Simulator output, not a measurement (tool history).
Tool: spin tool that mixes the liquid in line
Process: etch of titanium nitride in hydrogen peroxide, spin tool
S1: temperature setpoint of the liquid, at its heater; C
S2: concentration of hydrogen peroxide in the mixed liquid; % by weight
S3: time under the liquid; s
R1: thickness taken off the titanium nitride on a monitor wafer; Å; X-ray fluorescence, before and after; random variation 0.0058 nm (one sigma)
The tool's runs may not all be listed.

run	hour	S1	S2	S3	R1
1	0	45	23.5	45	15.753
2	7.1	44	23.5	45	14.787
3	14.9	49	23.5	45	21.223
4	21.3	47	23.5	45	18.387
5	29.5	49.5	23.5	45	22.049
6	34.3	55	23.5	45	32.676
7	42.8	55	23.5	45	32.437
8	44.6	51.5	23.5	45	25.283
9	48.1	49	23.5	45	21.31
10	57.1	47	23.5	45	18.477

Forecast run 11:
11	63.7	45.5	23.5	45	?

R1: 16.338 Å
